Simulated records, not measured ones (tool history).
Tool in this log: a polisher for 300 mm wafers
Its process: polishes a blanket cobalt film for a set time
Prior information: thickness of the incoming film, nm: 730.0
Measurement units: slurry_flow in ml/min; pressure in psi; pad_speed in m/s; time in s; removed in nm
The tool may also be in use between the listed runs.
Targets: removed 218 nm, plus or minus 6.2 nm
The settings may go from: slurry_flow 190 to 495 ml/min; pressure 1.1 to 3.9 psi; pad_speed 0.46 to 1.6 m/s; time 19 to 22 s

run,hour,slurry_flow,pressure,pad_speed,time,removed
1,0,320,2.5,1.02,22,129.09
2,7.6,320,2.7,1.02,22,136.97
3,12.2,320,2.7,1.16,22,154.87
4,17.3,320,2.4,1.16,22,140.02
5,22.8,320,2.6,1.16,22,151.06
6,24.3,320,2.6,1.38,22,177.34
7,28.6,320,2.6,1.38,22,175.55
8,37,320,2.7,1.38,22,184.54
9,39.8,320,2.8,1.38,22,190.37

Of the 5 settings listed for the next run, only one would bring every result within its allowed miss of target. Which one?
A,42.6,340,3.8,1.46,19,?
B,42.6,235,3.3,1.56,21,?
C,42.6,265,3.1,1.6,20,?
D,42.6,345,3.5,1.34,22,?
E,42.6,295,3.2,1.5,22,?

move,removed
A,238.47
B,238.11
C,220.89
D,234.49
E,237.22
A: pushes the last run's worst result past its target
B: pushes the last run's worst result past its target
C: all results land within tolerance of their targets
D: pushes the last run's worst result past its target
E: pushes the last run's worst result past its target
Answer: C
